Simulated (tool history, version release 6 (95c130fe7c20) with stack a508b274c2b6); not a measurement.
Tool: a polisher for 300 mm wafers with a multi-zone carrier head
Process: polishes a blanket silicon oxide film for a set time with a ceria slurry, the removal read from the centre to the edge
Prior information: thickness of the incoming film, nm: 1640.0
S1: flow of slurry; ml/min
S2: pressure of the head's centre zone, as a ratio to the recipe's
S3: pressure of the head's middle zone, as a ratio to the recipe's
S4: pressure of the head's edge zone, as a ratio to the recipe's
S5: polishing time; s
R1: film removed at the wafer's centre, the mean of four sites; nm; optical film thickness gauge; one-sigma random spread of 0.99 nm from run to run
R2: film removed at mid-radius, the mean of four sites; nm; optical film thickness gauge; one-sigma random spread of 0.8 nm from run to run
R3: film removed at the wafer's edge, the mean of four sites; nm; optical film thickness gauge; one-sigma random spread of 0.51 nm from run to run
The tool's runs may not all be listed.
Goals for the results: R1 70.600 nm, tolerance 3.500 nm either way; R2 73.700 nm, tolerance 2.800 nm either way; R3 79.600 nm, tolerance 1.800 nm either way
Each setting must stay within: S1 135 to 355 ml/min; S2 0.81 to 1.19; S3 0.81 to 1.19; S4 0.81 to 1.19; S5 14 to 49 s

{"run": 1, "hour": 0.0, "S1": 225, "S2": 1.0, "S3": 1.0, "S4": 1.0, "S5": 31, "R1": 132.47, "R2": 133.2, "R3": 135.79}
{"run": 2, "hour": 6.4, "S1": 225, "S2": 1.0, "S3": 1.06, "S4": 1.0, "S5": 31, "R1": 132.78, "R2": 138.23, "R3": 135.8}
{"run": 3, "hour": 13.8, "S1": 170, "S2": 1.0, "S3": 1.06, "S4": 1.0, "S5": 31, "R1": 129.12, "R2": 130.44, "R3": 133.46}
{"run": 4, "hour": 14.9, "S1": 170, "S2": 1.0, "S3": 1.06, "S4": 0.94, "S5": 31, "R1": 128.03, "R2": 130.86, "R3": 129.3}
{"run": 5, "hour": 18.6, "S1": 170, "S2": 1.0, "S3": 1.06, "S4": 0.98, "S5": 31, "R1": 127.05, "R2": 130.33, "R3": 129.81}
{"run": 6, "hour": 20.2, "S1": 160, "S2": 0.97, "S3": 1.03, "S4": 0.97, "S5": 27, "R1": 107.86, "R2": 112.48, "R3": 113.89}
{"run": 7, "hour": 27.0, "S1": 155, "S2": 0.95, "S3": 0.99, "S4": 0.96, "S5": 24, "R1": 95.036, "R2": 97.264, "R3": 99.672}
{"run": 8, "hour": 29.1, "S1": 150, "S2": 0.92, "S3": 0.95, "S4": 0.95, "S5": 23, "R1": 86.664, "R2": 91.313, "R3": 94.712}
{"run": 9, "hour": 31.1, "S1": 145, "S2": 0.91, "S3": 0.92, "S4": 0.94, "S5": 22, "R1": 81.778, "R2": 85.943, "R3": 89.83}
{"run": 10, "hour": 33.9, "S1": 140, "S2": 0.9, "S3": 0.9, "S4": 0.93, "S5": 21, "R1": 76.613, "R2": 81.135, "R3": 84.88}
{"run": 11, "hour": 36.6, "S1": 140, "S2": 0.9, "S3": 0.88, "S4": 0.93, "S5": 21, "R1": 76.156, "R2": 78.485, "R3": 84.944}
{"run": 12, "hour": 37.7, "S1": 140, "S2": 0.9, "S3": 0.88, "S4": 0.93, "S5": 21, "R1": 76.981, "R2": 81.367, "R3": 85.652}
{"run": 13, "hour": 44.2, "S1": 135, "S2": 0.86, "S3": 0.82, "S4": 0.88, "S5": 19, "R1": 65.523, "R2": 71.115, "R3": 74.093}
{"run": 14, "hour": 45.7, "S1": 145, "S2": 0.87, "S3": 0.83, "S4": 0.9, "S5": 19, "R1": 66.439, "R2": 70.789, "R3": 75.35}
{"run": 15, "hour": 52.3, "S1": 145, "S2": 0.88, "S3": 0.84, "S4": 0.91, "S5": 19, "R1": 68.315, "R2": 72.452, "R3": 76.32}
{"run": 16, "hour": 60.0, "S1": 145, "S2": 0.88, "S3": 0.85, "S4": 0.92, "S5": 19, "R1": 67.12, "R2": 73.179, "R3": 77.366}
{"run": 17, "hour": 64.0, "S1": 145, "S2": 0.89, "S3": 0.85, "S4": 0.93, "S5": 19, "R1": 68.618, "R2": 70.633, "R3": 77.599}

Which one of the following 5 next-run settings gets every result inside its allowed miss? There is exactly one.
{"run": "A", "hour": 68.0, "S1": 215, "S2": 0.86, "S3": 0.81, "S4": 0.9, "S5": 19, "R1": "?", "R2": "?", "R3": "?"}
{"run": "B", "hour": 68.0, "S1": 140, "S2": 0.88, "S3": 0.91, "S4": 0.91, "S5": 19, "R1": "?", "R2": "?", "R3": "?"}
{"run": "C", "hour": 68.0, "S1": 150, "S2": 0.87, "S3": 0.81, "S4": 0.87, "S5": 19, "R1": "?", "R2": "?", "R3": "?"}
{"run": "D", "hour": 68.0, "S1": 135, "S2": 0.87, "S3": 0.91, "S4": 0.93, "S5": 19, "R1": "?", "R2": "?", "R3": "?"}
{"run": "E", "hour": 68.0, "S1": 135, "S2": 0.81, "S3": 0.92, "S4": 0.92, "S5": 19, "R1": "?", "R2": "?", "R3": "?"}

move=A R1=71.489 R2=73.248 R3=79.801
move=B R1=68.617 R2=72.746 R3=76.936
move=C R1=68.633 R2=69.966 R3=75.973
move=D R1=67.474 R2=72.355 R3=77.413
move=E R1=63.136 R2=72.724 R3=77.020
A: meets every target
B: moves away from the targets compared with the last run
C: moves away from the targets compared with the last run
D: moves away from the targets compared with the last run
E: moves away from the targets compared with the last run
Move A is the one to make.

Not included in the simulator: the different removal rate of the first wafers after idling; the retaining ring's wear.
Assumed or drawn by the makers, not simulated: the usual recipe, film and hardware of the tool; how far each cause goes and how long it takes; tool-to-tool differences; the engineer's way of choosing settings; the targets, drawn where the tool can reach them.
